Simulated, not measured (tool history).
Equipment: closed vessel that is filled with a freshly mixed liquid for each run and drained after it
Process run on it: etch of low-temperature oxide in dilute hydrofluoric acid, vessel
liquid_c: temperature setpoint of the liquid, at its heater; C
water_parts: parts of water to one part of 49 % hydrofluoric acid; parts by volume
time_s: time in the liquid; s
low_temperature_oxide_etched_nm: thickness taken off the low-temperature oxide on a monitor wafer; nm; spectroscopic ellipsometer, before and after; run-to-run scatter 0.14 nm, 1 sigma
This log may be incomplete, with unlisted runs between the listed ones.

| run | hour | liquid_c | water_parts | time_s | low_temperature_oxide_etched_nm |
|---|---|---|---|---|---|
| 1 | 0.0 | 25.0 | 290 | 900 | 29.416 |
| 2 | 3.0 | 27.5 | 290 | 900 | 32.141 |
| 3 | 5.6 | 27.5 | 335 | 900 | 26.280 |
| 4 | 14.3 | 25.0 | 335 | 900 | 24.312 |
| 5 | 18.8 | 26.0 | 330 | 900 | 25.616 |
| 6 | 21.9 | 26.0 | 330 | 965 | 27.511 |
| 7 | 26.3 | 27.0 | 325 | 965 | 28.991 |
| 8 | 31.4 | 27.5 | 320 | 965 | 29.864 |
| 9 | 40.0 | 28.0 | 315 | 965 | 31.287 |
| 10 | 46.0 | 28.5 | 310 | 965 | 32.597 |
| 11 | 48.2 | 29.0 | 310 | 965 | 32.830 |

Run 12 comes next. What will it give?
|  | 55.1 | thermometer replaced |
| 12 | 55.1 | 29.5 | 305 | 965 | ? |

{"run 12": {"low_temperature_oxide_etched_nm": 31.745}}
